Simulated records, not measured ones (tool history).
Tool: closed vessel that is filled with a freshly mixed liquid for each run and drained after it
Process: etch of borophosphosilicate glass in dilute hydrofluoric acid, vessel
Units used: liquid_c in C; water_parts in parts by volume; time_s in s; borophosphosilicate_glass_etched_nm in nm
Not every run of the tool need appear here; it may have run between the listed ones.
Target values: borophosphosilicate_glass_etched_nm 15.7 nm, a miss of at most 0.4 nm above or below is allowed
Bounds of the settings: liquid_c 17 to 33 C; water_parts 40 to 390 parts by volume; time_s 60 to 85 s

run    day  liquid_c  water_parts  time_s  borophosphosilicate_glass_etched_nm
  1      0        25          215      85                               11.328
  2  0.071      22.5          215      85                               10.231
  3  0.121        21          215      85                               9.8148
  4  0.492        21          285      85                                6.922
  5  0.696        21          285      85                               6.9427
  6  0.929        21          285      85                               6.8757
  7  1.212      23.5          265      85                               8.2366
  8  1.338      25.5          250      85                               9.5367
  9  1.383      25.5          250      85                                9.517
 10  1.521        27          240      85                               10.735
 11  1.808        31          205      85                               14.756
 12  2.133      31.5          205      85                               15.232
 13  2.183      31.5          205      85                               15.134

Below are 4 possible settings for the next run. Only one of them brings all results inside the allowed miss of their targets. Which is it?
  A  2.233      29.5          180      85                                    ?
  B  2.233        33          155      60                                    ?
  C  2.233        33          200      85                                    ?
  D  2.233        32          190      85                                    ?

move  borophosphosilicate_glass_etched_nm
   A                               16.669
   B                                15.96
   C                               16.492
   D                               17.004
A: takes the result that was furthest off past its target
B: all results land within tolerance of their targets
C: takes the result that was furthest off past its target
D: takes the result that was furthest off past its target
The move that meets every target is B.

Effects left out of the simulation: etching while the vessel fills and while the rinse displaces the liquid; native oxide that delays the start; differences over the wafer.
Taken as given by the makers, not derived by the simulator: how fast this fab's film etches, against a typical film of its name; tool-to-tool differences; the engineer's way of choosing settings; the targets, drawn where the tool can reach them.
